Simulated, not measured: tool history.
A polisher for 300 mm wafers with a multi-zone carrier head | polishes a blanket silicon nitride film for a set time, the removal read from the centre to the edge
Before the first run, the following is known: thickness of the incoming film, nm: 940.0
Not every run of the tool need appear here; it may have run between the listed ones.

run  hour  flow of slurry (ml/min)  pressure of the head's centre zone  pressure of the head's middle zone  pressure of the head's edge zone  polishing time (s)  film removed at the wafer's centre (angstrom)  film removed at mid-radius (angstrom)  film removed at the wafer's edge (angstrom)
  1   0.0                      135                                1.00                                1.00                              1.00                  78                                         1452.6                                 1421.8                                       1505.8
  2   8.8                      135                                1.00                                1.00                              0.97                  75                                         1395.2                                 1362.1                                       1440.5
  3  10.9                      135                                1.01                                1.01                              0.95                  72                                         1348.9                                 1319.9                                       1362.7
  4  17.3                      130                                1.01                                1.01                              0.93                  70                                         1314.9                                 1275.1                                       1289.2
  5  21.6                      160                                1.01                                1.01                              0.93                  70                                         1361.2                                 1321.3                                       1305.3
  6  28.0                      160                                1.01                                1.07                              0.93                  70                                         1363.9                                 1387.0                                       1337.2
  7  32.0                      160                                1.00                                1.04                              0.91                  68                                         1306.9                                 1327.4                                       1253.2
  8  36.3                      155                                0.99                                1.01                              0.90                  67                                         1302.8                                 1262.9                                       1221.5
  9  42.5                      150                                0.97                                1.00                              0.89                  66                                         1200.8                                 1238.9                                       1228.2

Run 10 is up next; what results do you expect?
 10  47.2                      145                                0.97                                0.99                              0.88                  65                                              ?                                      ?                                            ?

film removed at the wafer's centre (angstrom): 1179.5
film removed at mid-radius (angstrom): 1187.2
film removed at the wafer's edge (angstrom): 1196.8
